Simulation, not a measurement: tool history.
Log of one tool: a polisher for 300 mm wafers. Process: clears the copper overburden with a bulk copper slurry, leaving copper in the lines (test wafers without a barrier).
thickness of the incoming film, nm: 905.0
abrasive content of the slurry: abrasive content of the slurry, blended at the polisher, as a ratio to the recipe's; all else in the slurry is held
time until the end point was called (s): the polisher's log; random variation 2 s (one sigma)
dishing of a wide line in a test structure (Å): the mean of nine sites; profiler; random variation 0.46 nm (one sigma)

run,hour,flow of slurry (ml/min),pressure of the wafer on the pad (psi),speed of the pad under the wafer (cm/s),abrasive content of the slurry,overpolish time after the end point (s),time until the end point was called (s),dishing of a wide line in a test structure (Å)
1,0,215,1.9,124,1,23,128.51,865.96
2,8.7,215,1.7,122,1,20,144.6,690.5
3,15.7,215,1.7,122,1,26,146.59,806.43
4,20.1,215,1.7,122,1.1,26,143.47,839.09
5,28.7,225,1.5,122,1,22,162.6,689.95
6,33.1,205,1.4,120,1.1,19,174.33,572.43
7,37.7,190,1.3,120,1.2,17,187.66,486.05

The next listed run, before its measurement:
8,39.4,130,0.9,132,1.45,7,?,?

{"run 8": {"time until the end point was called (s)": 250.96, "dishing of a wide line in a test structure (Å)": 180.77}}
